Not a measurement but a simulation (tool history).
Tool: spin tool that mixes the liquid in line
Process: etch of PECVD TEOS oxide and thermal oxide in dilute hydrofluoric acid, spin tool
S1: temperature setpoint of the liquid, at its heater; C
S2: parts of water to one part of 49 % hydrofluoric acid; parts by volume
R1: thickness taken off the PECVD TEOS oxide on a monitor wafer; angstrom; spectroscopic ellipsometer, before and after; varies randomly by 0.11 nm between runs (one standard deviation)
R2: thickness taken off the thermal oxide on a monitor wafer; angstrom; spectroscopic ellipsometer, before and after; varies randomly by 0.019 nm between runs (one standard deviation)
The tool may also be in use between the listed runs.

Run 1, day 0.000: S1 24.0 C, S2 45 parts by volume, time under the liquid (s) 165. Result: R1 537.53 angstrom, R2 161.860 angstrom.
Run 2, day 0.254: S1 22.0 C, S2 55 parts by volume, time under the liquid (s) 160. Result: R1 391.83 angstrom, R2 116.370 angstrom.
Run 3, day 0.433: S1 21.0 C, S2 60 parts by volume, time under the liquid (s) 155. Result: R1 329.61 angstrom, R2 98.977 angstrom.
Run 4, day 0.571: S1 21.0 C, S2 60 parts by volume, time under the liquid (s) 225. Result: R1 474.29 angstrom, R2 142.970 angstrom.
Run 5, day 0.783: S1 20.0 C, S2 65 parts by volume, time under the liquid (s) 205. Result: R1 380.47 angstrom, R2 114.310 angstrom.
Run 6, day 0.862: S1 19.0 C, S2 70 parts by volume, time under the liquid (s) 185. Result: R1 306.23 angstrom, R2 91.751 angstrom.
Run 7, day 1.112: S1 18.5 C, S2 70 parts by volume, time under the liquid (s) 165. Result: R1 262.95 angstrom, R2 80.251 angstrom.
Run 8, day 1.462: S1 18.5 C, S2 70 parts by volume, time under the liquid (s) 165. Result: R1 267.39 angstrom, R2 80.592 angstrom.
Run 9, day 1.696: S1 18.0 C, S2 70 parts by volume, time under the liquid (s) 155. Result: R1 245.82 angstrom, R2 74.030 angstrom.

Run 10 has not been measured yet. What should we expect?
Run 10, day 1.850: S1 17.5 C, S2 70 parts by volume, time under the liquid (s) 150. Result: R1 ?, R2 ?.

{"run 10": {"R1": 229.28, "R2": 70.056}}
